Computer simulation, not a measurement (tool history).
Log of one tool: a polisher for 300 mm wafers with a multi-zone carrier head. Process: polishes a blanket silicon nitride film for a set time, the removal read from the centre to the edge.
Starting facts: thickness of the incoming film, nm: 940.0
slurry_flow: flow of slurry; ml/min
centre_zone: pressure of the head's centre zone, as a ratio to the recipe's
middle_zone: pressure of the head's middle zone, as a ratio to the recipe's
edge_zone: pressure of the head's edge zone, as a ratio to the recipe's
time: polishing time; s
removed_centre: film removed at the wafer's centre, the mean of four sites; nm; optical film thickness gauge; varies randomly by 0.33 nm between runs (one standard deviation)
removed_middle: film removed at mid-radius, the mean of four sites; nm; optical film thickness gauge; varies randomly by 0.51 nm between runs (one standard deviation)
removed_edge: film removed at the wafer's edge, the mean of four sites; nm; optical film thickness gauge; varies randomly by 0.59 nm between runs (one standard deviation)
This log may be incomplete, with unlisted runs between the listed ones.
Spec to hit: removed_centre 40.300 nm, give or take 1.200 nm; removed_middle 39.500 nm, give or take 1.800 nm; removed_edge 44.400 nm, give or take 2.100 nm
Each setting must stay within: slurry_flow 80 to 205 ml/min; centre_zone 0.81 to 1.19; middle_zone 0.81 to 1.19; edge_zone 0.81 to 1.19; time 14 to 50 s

run    day  slurry_flow  centre_zone  middle_zone  edge_zone  time  removed_centre  removed_middle  removed_edge
  1  0.000          135         1.00         1.00       1.00    32          53.920          53.118        55.144
  2  0.129          125         0.97         0.96       0.97    31          50.046          49.919        49.987
  3  0.296          125         0.91         0.96       0.97    31          46.838          50.356        51.450
  4  0.317           95         0.91         0.96       0.97    31          43.118          45.275        47.701
  5  0.571           95         0.91         1.04       0.97    31          43.591          49.102        48.556
  6  0.708           95         0.91         1.04       1.04    31          43.347          49.556        50.223
  7  1.071           90         0.91         1.00       1.03    31          42.987          47.244        49.040
  8  1.112           85         0.91         0.96       1.02    31          41.912          44.817        48.162
  9  1.171           85         0.91         0.94       1.01    31          42.172          44.789        49.023
 10  1.533           85         0.91         0.94       1.01    31          42.462          44.087        48.960
 11  1.721           85         0.91         0.93       0.99    31          41.936          43.782        47.489
 12  2.004           85         0.91         0.91       0.98    31          42.169          42.918        48.047
 13  2.083           85         0.91         0.90       0.96    31          41.717          42.702        46.723

Which of these 4 next moves meets every target?
  A  2.162           80         0.92         0.85       0.91    30               ?               ?             ?
  B  2.162          120         0.88         1.06       0.84    28               ?               ?             ?
  C  2.162          100         1.00         1.06       0.92    28               ?               ?             ?
  D  2.162           95         0.93         0.87       1.04    31               ?               ?             ?

move  removed_centre  removed_middle  removed_edge
   A          40.314          38.773        42.668
   B          40.795          47.687        41.287
   C          44.122          45.592        41.648
   D          44.641          42.850        48.419
A: all results in spec
B: its largest miss is bigger than the last run's
C: its largest miss is bigger than the last run's
D: its largest miss is bigger than the last run's
The move that meets every target is A.
